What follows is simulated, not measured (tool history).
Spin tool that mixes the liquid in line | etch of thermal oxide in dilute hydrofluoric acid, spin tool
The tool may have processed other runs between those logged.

| run | hour | temperature setpoint of the liquid (C) | parts of water to one part of 49 % hydrofluoric acid (parts by volume) | time under the liquid (s) | thickness taken off the thermal oxide on a monitor wafer (nm) |
|---|---|---|---|---|---|
| 1 | 0 | 22 | 150 | 310 | 7.3524 |
| 2 | 6.8 | 24 | 150 | 310 | 8.12 |
| 3 | 10.4 | 23 | 155 | 310 | 7.3561 |
| 4 | 14.7 | 23 | 180 | 310 | 6.1683 |
| 5 | 16.9 | 23 | 180 | 335 | 6.6494 |
| 6 | 21.5 | 23 | 215 | 335 | 5.462 |
| 7 | 26.5 | 22.5 | 215 | 335 | 5.2495 |
| 8 | 32 | 22 | 215 | 335 | 5.2192 |
|  | 34.8 | hydrofluoric acid flow meter replaced |
| 9 | 34.8 | 21.5 | 215 | 335 | 5.6944 |
| 10 | 42.9 | 22 | 215 | 335 | 5.8372 |

What will run 11 give?
| 11 | 50.3 | 22.5 | 220 | 335 | ? |

Logged for run 11: thickness taken off the thermal oxide on a monitor wafer (nm) 5.6236.
